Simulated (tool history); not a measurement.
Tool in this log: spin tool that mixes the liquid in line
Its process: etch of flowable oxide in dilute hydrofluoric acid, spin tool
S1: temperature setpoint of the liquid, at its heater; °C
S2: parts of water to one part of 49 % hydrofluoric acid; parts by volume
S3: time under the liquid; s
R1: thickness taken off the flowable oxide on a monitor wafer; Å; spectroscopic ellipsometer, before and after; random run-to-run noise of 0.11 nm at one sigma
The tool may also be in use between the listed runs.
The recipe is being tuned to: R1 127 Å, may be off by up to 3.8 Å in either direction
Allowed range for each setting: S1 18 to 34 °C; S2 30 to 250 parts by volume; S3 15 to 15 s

Run 1, hour 0: S1 26 °C, S2 140 parts by volume, S3 15 s. Result: R1 68.449 Å.
Run 2, hour 8.4: S1 27.5 °C, S2 130 parts by volume, S3 15 s. Result: R1 80.543 Å.
Run 3, hour 15.2: S1 24.5 °C, S2 130 parts by volume, S3 15 s. Result: R1 71.11 Å.
Run 4, hour 19.1: S1 26 °C, S2 125 parts by volume, S3 15 s. Result: R1 79.042 Å.
Run 5, hour 26.8: S1 27.5 °C, S2 120 parts by volume, S3 15 s. Result: R1 87.479 Å.
Run 6, hour 30.2: S1 28.5 °C, S2 115 parts by volume, S3 15 s. Result: R1 95.967 Å.
Run 7, hour 37.9: S1 29.5 °C, S2 115 parts by volume, S3 15 s. Result: R1 99.758 Å.
Run 8, hour 40.2: S1 30.5 °C, S2 115 parts by volume, S3 15 s. Result: R1 103.4 Å.
Run 9, hour 45.8: S1 31 °C, S2 115 parts by volume, S3 15 s. Result: R1 106.02 Å.
Run 10, hour 46.6: S1 31.5 °C, S2 115 parts by volume, S3 15 s. Result: R1 106.66 Å.
Run 11, hour 51.4: S1 32 °C, S2 115 parts by volume, S3 15 s. Result: R1 107.61 Å.
Run 12, hour 58.8: S1 32.5 °C, S2 115 parts by volume, S3 15 s. Result: R1 112.28 Å.
Run 13, hour 66.1: S1 33 °C, S2 115 parts by volume, S3 15 s. Result: R1 113.9 Å.
Run 14, hour 71: S1 33.5 °C, S2 110 parts by volume, S3 15 s. Result: R1 121.39 Å.

Below are 5 possible settings for the next run. Only one of them brings all results inside the allowed miss of their targets. Which is it?
Run A, hour 75.9: S1 33 °C, S2 110 parts by volume, S3 15 s. Result: R1 ?.
Run B, hour 75.9: S1 29.5 °C, S2 100 parts by volume, S3 15 s. Result: R1 ?.
Run C, hour 75.9: S1 26.5 °C, S2 90 parts by volume, S3 15 s. Result: R1 ?.
Run D, hour 75.9: S1 31.5 °C, S2 100 parts by volume, S3 15 s. Result: R1 ?.
Run E, hour 75.9: S1 34 °C, S2 115 parts by volume, S3 15 s. Result: R1 ?.

move      R1
   A   119.8
   B   117.5
   C  117.97
   D  126.61
   E  117.89
A: its largest miss is bigger than the last run's
B: its largest miss is bigger than the last run's
C: its largest miss is bigger than the last run's
D: every result lands within tolerance
E: its largest miss is bigger than the last run's
D is the move that brings every result within its allowed miss.
